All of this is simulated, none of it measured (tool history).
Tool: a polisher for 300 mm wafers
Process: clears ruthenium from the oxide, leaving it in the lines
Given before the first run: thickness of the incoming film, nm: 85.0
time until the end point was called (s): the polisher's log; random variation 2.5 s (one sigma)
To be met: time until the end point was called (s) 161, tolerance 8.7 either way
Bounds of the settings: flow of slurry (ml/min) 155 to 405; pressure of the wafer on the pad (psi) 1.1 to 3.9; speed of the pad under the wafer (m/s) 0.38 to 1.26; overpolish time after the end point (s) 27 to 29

run	hour	flow of slurry (ml/min)	pressure of the wafer on the pad (psi)	speed of the pad under the wafer (m/s)	overpolish time after the end point (s)	time until the end point was called (s)
1	0	260	2.5	0.82	27	101.56
2	6.8	220	2.5	0.82	27	105.31
3	12.4	220	2.4	0.82	27	110.98
4	17.1	220	2.8	0.82	27	95.858
5	22.7	220	2.6	0.82	27	100.17
6	24.4	220	2.9	0.82	27	95.015
7	30.9	215	2.2	0.68	27	138.67
8	34.9	210	2	0.68	27	148.85

Below are 5 possible settings for the next run. Only one of them brings all results inside the allowed miss of their targets. Which is it?
A	38.9	155	1.5	0.82	27	?
B	38.9	195	1.8	0.8	29	?
C	38.9	200	2.1	0.72	28	?
D	38.9	250	2.3	0.62	27	?
E	38.9	170	1.9	0.74	27	?

move	time until the end point was called (s)
A	158.9
B	140.34
C	139.35
D	147.29
E	148.4
A: all results in spec
B: misses by more than the last run did
C: misses by more than the last run did
D: misses by more than the last run did
E: roughly where the last run was
A is the move that brings every result within its allowed miss.
